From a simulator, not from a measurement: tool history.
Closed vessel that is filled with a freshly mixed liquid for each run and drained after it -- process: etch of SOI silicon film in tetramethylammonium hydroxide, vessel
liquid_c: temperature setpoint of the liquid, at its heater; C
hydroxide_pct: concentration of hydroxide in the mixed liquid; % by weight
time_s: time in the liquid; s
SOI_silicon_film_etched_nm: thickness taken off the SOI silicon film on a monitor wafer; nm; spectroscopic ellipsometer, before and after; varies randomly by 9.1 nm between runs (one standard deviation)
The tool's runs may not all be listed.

run	hour	liquid_c	hydroxide_pct	time_s	SOI_silicon_film_etched_nm
1	0	69	10.5	105	737.7
2	5.2	69	9	105	788.11
3	8.7	70.5	9	105	862.67
4	17.2	72	9	105	930.89
5	25.9	69.5	9	105	818.49
6	33.4	69.5	10.5	105	764.92

What will run 7 give?
7	39.7	76	10.5	105	?

SOI_silicon_film_etched_nm: 1117.8 nm
